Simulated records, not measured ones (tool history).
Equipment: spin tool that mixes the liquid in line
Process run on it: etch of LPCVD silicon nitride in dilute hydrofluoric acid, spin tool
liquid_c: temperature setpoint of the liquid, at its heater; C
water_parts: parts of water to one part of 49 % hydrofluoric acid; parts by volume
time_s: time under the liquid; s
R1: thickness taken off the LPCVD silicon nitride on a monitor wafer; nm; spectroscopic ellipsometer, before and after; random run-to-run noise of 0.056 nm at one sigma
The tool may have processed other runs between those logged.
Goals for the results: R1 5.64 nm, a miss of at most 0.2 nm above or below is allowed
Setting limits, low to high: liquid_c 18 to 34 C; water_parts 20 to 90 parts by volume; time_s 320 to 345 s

run 1 day=0 | liquid_c=26 water_parts=50 time_s=320 | R1=3.6088
run 2 day=0.042 | liquid_c=26 water_parts=50 time_s=320 | R1=3.6572
run 3 day=0.279 | liquid_c=28 water_parts=50 time_s=320 | R1=4.1423
run 4 day=0.479 | liquid_c=24.5 water_parts=50 time_s=320 | R1=3.3501
run 5 day=0.504 | liquid_c=24.5 water_parts=50 time_s=320 | R1=3.2746
run 6 day=0.633 | liquid_c=24.5 water_parts=45 time_s=320 | R1=3.6466
run 7 day=0.733 | liquid_c=26.5 water_parts=45 time_s=320 | R1=4.1919
run 8 day=0.988 | liquid_c=27.5 water_parts=45 time_s=320 | R1=4.4801
run 9 day=1.317 | liquid_c=28.5 water_parts=45 time_s=320 | R1=4.7212
run 10 day=1.417 | liquid_c=29.5 water_parts=45 time_s=320 | R1=5.1079
run 11 day=1.717 | liquid_c=30 water_parts=45 time_s=320 | R1=5.2318
run 12 day=1.971 | liquid_c=30.5 water_parts=45 time_s=320 | R1=5.3738

Below are 5 possible settings for the next run. Only one of them brings all results inside the allowed miss of their targets. Which is it?
run A day=2.225 | liquid_c=33.5 water_parts=60 time_s=330 | R1=?
run B day=2.225 | liquid_c=31 water_parts=55 time_s=345 | R1=?
run C day=2.225 | liquid_c=27.5 water_parts=40 time_s=320 | R1=?
run D day=2.225 | liquid_c=29 water_parts=45 time_s=320 | R1=?
run E day=2.225 | liquid_c=30.5 water_parts=45 time_s=335 | R1=?

move=A R1=5.1526
move=B R1=5.0175
move=C R1=5.0756
move=D R1=4.9889
move=E R1=5.7559
A: misses by more than the last run did
B: misses by more than the last run did
C: misses by more than the last run did
D: misses by more than the last run did
E: in spec on every target
Correct choice: E, which meets every target

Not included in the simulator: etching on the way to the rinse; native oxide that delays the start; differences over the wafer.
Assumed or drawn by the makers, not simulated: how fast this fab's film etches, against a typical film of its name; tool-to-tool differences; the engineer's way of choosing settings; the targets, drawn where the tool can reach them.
